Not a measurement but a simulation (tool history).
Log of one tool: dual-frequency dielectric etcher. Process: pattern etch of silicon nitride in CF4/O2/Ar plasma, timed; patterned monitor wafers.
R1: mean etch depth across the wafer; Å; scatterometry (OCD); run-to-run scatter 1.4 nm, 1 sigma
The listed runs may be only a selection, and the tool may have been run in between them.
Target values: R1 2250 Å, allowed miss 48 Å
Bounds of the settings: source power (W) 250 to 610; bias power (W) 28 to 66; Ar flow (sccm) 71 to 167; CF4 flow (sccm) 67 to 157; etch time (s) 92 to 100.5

{"run": 1, "hour": 0.0, "source power (W)": 430, "bias power (W)": 47, "Ar flow (sccm)": 119, "CF4 flow (sccm)": 112, "etch time (s)": 100.5, "R1": 1609.8}
{"run": 2, "hour": 8.2, "source power (W)": 430, "bias power (W)": 47, "Ar flow (sccm)": 119, "CF4 flow (sccm)": 103, "etch time (s)": 100.5, "R1": 1587.8}
{"run": 3, "hour": 12.3, "source power (W)": 430, "bias power (W)": 47, "Ar flow (sccm)": 111, "CF4 flow (sccm)": 103, "etch time (s)": 100.5, "R1": 1611.2}
{"run": 4, "hour": 13.2, "source power (W)": 430, "bias power (W)": 47, "Ar flow (sccm)": 111, "CF4 flow (sccm)": 103, "etch time (s)": 100.5, "R1": 1614.2}
{"run": 5, "hour": 14.9, "source power (W)": 430, "bias power (W)": 41, "Ar flow (sccm)": 111, "CF4 flow (sccm)": 103, "etch time (s)": 100.5, "R1": 1552.7}
{"run": 6, "hour": 23.8, "source power (W)": 480, "bias power (W)": 42, "Ar flow (sccm)": 110, "CF4 flow (sccm)": 103, "etch time (s)": 100.5, "R1": 1703}
{"run": 7, "hour": 28.2, "source power (W)": 510, "bias power (W)": 44, "Ar flow (sccm)": 108, "CF4 flow (sccm)": 104, "etch time (s)": 100.5, "R1": 1810.9}
{"hour": 35.1, "done": "source power generator calibrated"}
{"run": 8, "hour": 35.1, "source power (W)": 540, "bias power (W)": 46, "Ar flow (sccm)": 106, "CF4 flow (sccm)": 105, "etch time (s)": 100.5, "R1": 1998.7}
{"run": 9, "hour": 41.4, "source power (W)": 560, "bias power (W)": 46, "Ar flow (sccm)": 106, "CF4 flow (sccm)": 105, "etch time (s)": 100.5, "R1": 2034.2}
{"run": 10, "hour": 47.4, "source power (W)": 570, "bias power (W)": 46, "Ar flow (sccm)": 106, "CF4 flow (sccm)": 105, "etch time (s)": 100.5, "R1": 2062.8}
{"run": 11, "hour": 49.7, "source power (W)": 580, "bias power (W)": 47, "Ar flow (sccm)": 106, "CF4 flow (sccm)": 105, "etch time (s)": 100.5, "R1": 2090.6}

Below are 4 possible settings for the next run. Only one of them brings all results inside the allowed miss of their targets. Which is it?
{"run": "A", "hour": 52.0, "source power (W)": 580, "bias power (W)": 51, "Ar flow (sccm)": 101, "CF4 flow (sccm)": 112, "etch time (s)": 99, "R1": "?"}
{"run": "B", "hour": 52.0, "source power (W)": 590, "bias power (W)": 56, "Ar flow (sccm)": 91, "CF4 flow (sccm)": 99, "etch time (s)": 95, "R1": "?"}
{"run": "C", "hour": 52.0, "source power (W)": 610, "bias power (W)": 45, "Ar flow (sccm)": 96, "CF4 flow (sccm)": 121, "etch time (s)": 100.5, "R1": "?"}
{"run": "D", "hour": 52.0, "source power (W)": 550, "bias power (W)": 41, "Ar flow (sccm)": 97, "CF4 flow (sccm)": 122, "etch time (s)": 92, "R1": "?"}

move=A R1=2180.7
move=B R1=2188.2
move=C R1=2266.9
move=D R1=1865.4
A: gains on the last run, yet a result remains outside its allowed miss
B: gains on the last run, yet a result remains outside its allowed miss
C: hits every target within its allowed miss
D: its largest miss is bigger than the last run's
Go with C: it meets all targets.
